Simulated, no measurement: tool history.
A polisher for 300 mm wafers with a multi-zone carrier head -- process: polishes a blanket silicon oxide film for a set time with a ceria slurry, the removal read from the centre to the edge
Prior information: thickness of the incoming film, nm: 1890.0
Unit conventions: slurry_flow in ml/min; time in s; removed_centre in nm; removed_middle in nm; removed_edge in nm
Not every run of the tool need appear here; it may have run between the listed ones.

| run | hour | slurry_flow | centre_zone | middle_zone | edge_zone | time | removed_centre | removed_middle | removed_edge |
|---|---|---|---|---|---|---|---|---|---|
| 1 | 0.0 | 290 | 1.00 | 1.00 | 1.00 | 65 | 275.21 | 299.43 | 301.69 |
| 2 | 2.3 | 290 | 1.06 | 1.00 | 1.00 | 65 | 300.07 | 292.55 | 295.79 |
| 3 | 5.2 | 335 | 1.06 | 1.00 | 1.00 | 65 | 300.88 | 296.06 | 298.73 |
| 4 | 7.9 | 335 | 1.06 | 0.97 | 1.00 | 65 | 312.27 | 297.43 | 302.03 |
| 5 | 9.8 | 335 | 1.06 | 0.97 | 1.00 | 57 | 267.66 | 258.24 | 263.98 |
| 6 | 11.3 | 335 | 0.99 | 0.97 | 1.00 | 57 | 254.33 | 251.88 | 263.25 |
| 7 | 12.6 | 330 | 0.89 | 1.07 | 1.10 | 75 | 292.55 | 368.36 | 366.49 |

What will run 8 give?
| 8 | 17.0 | 335 | 0.90 | 1.08 | 1.10 | 75 | ? | ? | ? |

removed_centre: 294.75 nm
removed_middle: 374.40 nm
removed_edge: 365.19 nm
